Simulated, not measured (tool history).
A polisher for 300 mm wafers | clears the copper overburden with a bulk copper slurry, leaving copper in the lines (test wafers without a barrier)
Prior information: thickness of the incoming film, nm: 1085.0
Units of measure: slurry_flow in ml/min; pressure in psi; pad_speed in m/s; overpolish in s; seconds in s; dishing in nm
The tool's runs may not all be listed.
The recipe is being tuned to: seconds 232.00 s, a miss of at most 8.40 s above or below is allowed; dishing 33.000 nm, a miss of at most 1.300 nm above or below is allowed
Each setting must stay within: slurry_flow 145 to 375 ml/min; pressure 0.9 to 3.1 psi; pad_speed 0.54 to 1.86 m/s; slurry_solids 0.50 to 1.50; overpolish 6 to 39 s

{"run": 1, "day": 0.0, "slurry_flow": 240, "pressure": 2.0, "pad_speed": 1.18, "slurry_solids": 1.0, "overpolish": 20, "seconds": 130.6, "dishing": 50.646}
{"run": 2, "day": 0.096, "slurry_flow": 240, "pressure": 1.8, "pad_speed": 1.18, "slurry_solids": 1.0, "overpolish": 20, "seconds": 144.23, "dishing": 48.173}
{"run": 3, "day": 0.433, "slurry_flow": 240, "pressure": 1.8, "pad_speed": 1.18, "slurry_solids": 1.0, "overpolish": 16, "seconds": 143.74, "dishing": 43.699}
{"run": 4, "day": 0.779, "slurry_flow": 240, "pressure": 1.8, "pad_speed": 1.06, "slurry_solids": 1.0, "overpolish": 16, "seconds": 159.34, "dishing": 42.122}
{"run": 5, "day": 1.142, "slurry_flow": 240, "pressure": 1.7, "pad_speed": 1.06, "slurry_solids": 1.0, "overpolish": 16, "seconds": 168.52, "dishing": 39.961}
{"run": 6, "day": 1.488, "slurry_flow": 240, "pressure": 1.6, "pad_speed": 1.06, "slurry_solids": 1.0, "overpolish": 16, "seconds": 181.53, "dishing": 39.389}
{"run": 7, "day": 1.683, "slurry_flow": 240, "pressure": 1.6, "pad_speed": 1.06, "slurry_solids": 1.0, "overpolish": 16, "seconds": 178.67, "dishing": 38.469}
{"run": 8, "day": 1.892, "slurry_flow": 240, "pressure": 1.5, "pad_speed": 1.06, "slurry_solids": 1.0, "overpolish": 16, "seconds": 189.47, "dishing": 37.175}
{"run": 9, "day": 2.254, "slurry_flow": 240, "pressure": 1.5, "pad_speed": 1.06, "slurry_solids": 1.0, "overpolish": 16, "seconds": 191.45, "dishing": 37.143}
{"run": 10, "day": 2.3, "slurry_flow": 240, "pressure": 1.4, "pad_speed": 1.06, "slurry_solids": 1.0, "overpolish": 16, "seconds": 202.29, "dishing": 35.952}
{"run": 11, "day": 2.608, "slurry_flow": 240, "pressure": 1.3, "pad_speed": 1.06, "slurry_solids": 1.0, "overpolish": 16, "seconds": 217.42, "dishing": 34.057}

Consider the 4 candidate settings below. Which is the only one whose results all fall within their allowed miss of target?
{"run": "A", "day": 2.917, "slurry_flow": 255, "pressure": 1.3, "pad_speed": 1.1, "slurry_solids": 1.0, "overpolish": 17, "seconds": "?", "dishing": "?"}
{"run": "B", "day": 2.917, "slurry_flow": 280, "pressure": 1.3, "pad_speed": 0.96, "slurry_solids": 1.05, "overpolish": 17, "seconds": "?", "dishing": "?"}
{"run": "C", "day": 2.917, "slurry_flow": 240, "pressure": 1.5, "pad_speed": 0.94, "slurry_solids": 1.05, "overpolish": 16, "seconds": "?", "dishing": "?"}
{"run": "D", "day": 2.917, "slurry_flow": 250, "pressure": 1.5, "pad_speed": 1.0, "slurry_solids": 0.95, "overpolish": 16, "seconds": "?", "dishing": "?"}

move=A seconds=206.80 dishing=35.654
move=B seconds=231.28 dishing=33.614
move=C seconds=208.45 dishing=35.181
move=D seconds=198.91 dishing=36.084
A: its largest miss is bigger than the last run's
B: in spec on every target
C: its largest miss is bigger than the last run's
D: its largest miss is bigger than the last run's
B is the move that brings every result within its allowed miss.

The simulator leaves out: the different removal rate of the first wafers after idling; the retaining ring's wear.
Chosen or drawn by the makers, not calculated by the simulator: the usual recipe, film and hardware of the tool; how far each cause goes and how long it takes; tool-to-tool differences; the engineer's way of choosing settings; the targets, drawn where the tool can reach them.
